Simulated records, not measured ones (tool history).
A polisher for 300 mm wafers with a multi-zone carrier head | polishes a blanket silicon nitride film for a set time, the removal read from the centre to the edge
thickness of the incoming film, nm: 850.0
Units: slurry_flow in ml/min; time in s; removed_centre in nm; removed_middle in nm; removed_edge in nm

| run | hour | slurry_flow | centre_zone | middle_zone | edge_zone | time | removed_centre | removed_middle | removed_edge |
|---|---|---|---|---|---|---|---|---|---|
| 1 | 0.0 | 230 | 1.00 | 1.00 | 1.00 | 79 | 163.76 | 169.09 | 159.94 |
| 2 | 4.9 | 175 | 1.00 | 1.00 | 1.00 | 79 | 156.23 | 163.86 | 157.60 |
| 3 | 6.7 | 175 | 1.00 | 1.00 | 1.00 | 91 | 181.19 | 188.67 | 177.71 |
| 4 | 7.4 | 175 | 1.00 | 1.06 | 1.00 | 91 | 177.70 | 196.14 | 181.64 |
| 5 | 11.5 | 175 | 1.00 | 1.06 | 1.00 | 81 | 163.21 | 174.44 | 161.65 |
| 6 | 20.1 | 180 | 1.02 | 1.06 | 1.02 | 83 | 172.90 | 182.81 | 167.72 |
| 7 | 23.0 | 180 | 1.03 | 1.04 | 1.04 | 85 | 174.64 | 184.02 | 171.57 |
| 8 | 24.3 | 245 | 1.13 | 0.94 | 1.14 | 104 | 244.28 | 215.61 | 228.31 |

Run 9 comes next. What will it give?
| 9 | 25.1 | 245 | 1.13 | 0.94 | 1.13 | 104 | ? | ? | ? |

Run 9 gave removed_centre 244.59 nm, removed_middle 213.68 nm, removed_edge 227.63 nm.

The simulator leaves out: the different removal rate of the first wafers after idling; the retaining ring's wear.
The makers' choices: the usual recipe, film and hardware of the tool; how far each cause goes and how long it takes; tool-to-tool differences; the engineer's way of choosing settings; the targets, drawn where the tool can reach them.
